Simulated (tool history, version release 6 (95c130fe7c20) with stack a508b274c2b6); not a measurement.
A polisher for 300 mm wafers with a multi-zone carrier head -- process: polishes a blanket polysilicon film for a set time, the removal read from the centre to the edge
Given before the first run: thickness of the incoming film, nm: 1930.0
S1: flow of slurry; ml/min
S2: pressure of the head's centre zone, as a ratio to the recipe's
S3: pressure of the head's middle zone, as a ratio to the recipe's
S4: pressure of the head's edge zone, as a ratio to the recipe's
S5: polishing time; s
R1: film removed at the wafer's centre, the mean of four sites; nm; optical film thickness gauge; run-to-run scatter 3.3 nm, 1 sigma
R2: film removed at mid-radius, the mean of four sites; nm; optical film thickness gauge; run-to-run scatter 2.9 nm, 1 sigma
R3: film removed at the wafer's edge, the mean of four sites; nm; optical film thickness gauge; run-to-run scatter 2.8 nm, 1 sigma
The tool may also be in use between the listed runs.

run 1 hour=0 | S1=200 S2=1 S3=1 S4=1 S5=48 | R1=406.32 R2=418.96 R3=416.22
run 2 hour=6 | S1=195 S2=1.01 S3=0.99 S4=0.97 S5=47 | R1=399.69 R2=396.01 R3=397.02
run 3 hour=11.1 | S1=230 S2=1.01 S3=0.99 S4=0.97 S5=47 | R1=415.31 R2=416.76 R3=403.65
run 4 hour=11.9 | S1=225 S2=1.02 S3=0.99 S4=0.95 S5=46 | R1=412.89 R2=398.88 R3=386.95
run 5 hour=13.5 | S1=225 S2=1.02 S3=0.99 S4=0.95 S5=54 | R1=481.5 R2=469.15 R3=461.77
run 6 hour=17 | S1=225 S2=1.02 S3=0.99 S4=0.93 S5=52 | R1=454.94 R2=455.59 R3=435.68

What does the tool deliver on the next run?
run 7 hour=21.4 | S1=225 S2=1.03 S3=0.98 S4=0.91 S5=51 | R1=? R2=? R3=?

{"run 7": {"R1": 457.42, "R2": 442.86, "R3": 425.34}}
